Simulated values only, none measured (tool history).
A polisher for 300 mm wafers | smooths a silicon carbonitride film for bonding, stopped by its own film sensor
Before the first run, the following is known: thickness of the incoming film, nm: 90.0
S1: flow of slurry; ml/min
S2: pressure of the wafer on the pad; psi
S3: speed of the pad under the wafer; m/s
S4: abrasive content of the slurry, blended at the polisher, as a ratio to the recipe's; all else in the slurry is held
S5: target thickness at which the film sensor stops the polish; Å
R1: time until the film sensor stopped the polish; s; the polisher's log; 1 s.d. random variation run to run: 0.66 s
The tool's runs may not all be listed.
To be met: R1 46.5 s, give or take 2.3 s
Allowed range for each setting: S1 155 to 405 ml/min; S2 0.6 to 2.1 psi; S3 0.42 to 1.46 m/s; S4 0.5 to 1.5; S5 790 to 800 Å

Run 1, hour 0: S1 260 ml/min, S2 1.3 psi, S3 0.94 m/s, S4 1, S5 790 Å. Result: R1 73.886 s.
Run 2, hour 0.9: S1 260 ml/min, S2 1.5 psi, S3 0.96 m/s, S4 1, S5 790 Å. Result: R1 62.756 s.
Run 3, hour 5.5: S1 260 ml/min, S2 1.5 psi, S3 0.84 m/s, S4 1, S5 790 Å. Result: R1 67.84 s.
Run 4, hour 7.8: S1 260 ml/min, S2 1.6 psi, S3 0.84 m/s, S4 1, S5 790 Å. Result: R1 63.521 s.
Run 5, hour 15.7: S1 260 ml/min, S2 1.7 psi, S3 0.84 m/s, S4 1, S5 790 Å. Result: R1 60.545 s.
Run 6, hour 21: S1 260 ml/min, S2 1.7 psi, S3 0.84 m/s, S4 1.1, S5 790 Å. Result: R1 59.436 s.
Run 7, hour 28.2: S1 260 ml/min, S2 1.7 psi, S3 0.84 m/s, S4 1.1, S5 790 Å. Result: R1 58.596 s.
Run 8, hour 36.6: S1 260 ml/min, S2 1.8 psi, S3 0.84 m/s, S4 1.1, S5 790 Å. Result: R1 56.863 s.

5 candidate next runs follow, results not yet known. Just one meets every target within its allowed miss. Identify it.
Run A, hour 45: S1 280 ml/min, S2 1.8 psi, S3 0.86 m/s, S4 1.05, S5 800 Å. Result: R1 ?.
Run B, hour 45: S1 265 ml/min, S2 1.6 psi, S3 1.02 m/s, S4 1.2, S5 790 Å. Result: R1 ?.
Run C, hour 45: S1 265 ml/min, S2 2.1 psi, S3 0.74 m/s, S4 1.15, S5 800 Å. Result: R1 ?.
Run D, hour 45: S1 175 ml/min, S2 2 psi, S3 0.6 m/s, S4 0.9, S5 800 Å. Result: R1 ?.
Run E, hour 45: S1 305 ml/min, S2 1.4 psi, S3 0.8 m/s, S4 0.9, S5 790 Å. Result: R1 ?.

move      R1
   A  51.168
   B  52.803
   C  48.281
   D  69.411
   E  80.079
A: closer than the last run, but not yet in spec
B: closer than the last run, but not yet in spec
C: all results land within tolerance of their targets
D: its largest miss is bigger than the last run's
E: its largest miss is bigger than the last run's
Correct choice: C, which meets every target

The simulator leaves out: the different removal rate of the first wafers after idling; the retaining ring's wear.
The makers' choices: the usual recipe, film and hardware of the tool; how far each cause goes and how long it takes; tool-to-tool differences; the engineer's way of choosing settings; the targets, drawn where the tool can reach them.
